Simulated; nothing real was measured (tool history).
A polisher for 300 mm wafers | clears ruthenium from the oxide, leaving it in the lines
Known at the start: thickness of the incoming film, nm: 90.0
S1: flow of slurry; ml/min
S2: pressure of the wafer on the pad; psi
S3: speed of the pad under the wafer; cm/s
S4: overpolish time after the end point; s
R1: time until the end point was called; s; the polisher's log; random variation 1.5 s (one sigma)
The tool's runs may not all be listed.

run  hour   S1   S2  S3  S4      R1
  1     0  155  2.3  88  15   66.08
  2   5.7  155  2.1  88  15  70.666
  3   7.6  155    2  88  15  73.225
  4  15.9  155  1.9  88  15  76.706
  5  24.6  155  1.9  88  16  75.888
  6  25.3  155  2.2  88  16  69.451
  7  26.7  155    2  88  16  75.484
  8    29  155  1.9  88  16  76.948
  9  31.9  155  1.8  88  16  80.752
 10  39.7  155  1.8  88  16  81.645
 11    45  155  1.7  88  16  83.785

Run 12 comes next. What will it give?
 12  49.3  155  1.6  88  16   ?

{"run 12": {"R1": 83.987}}
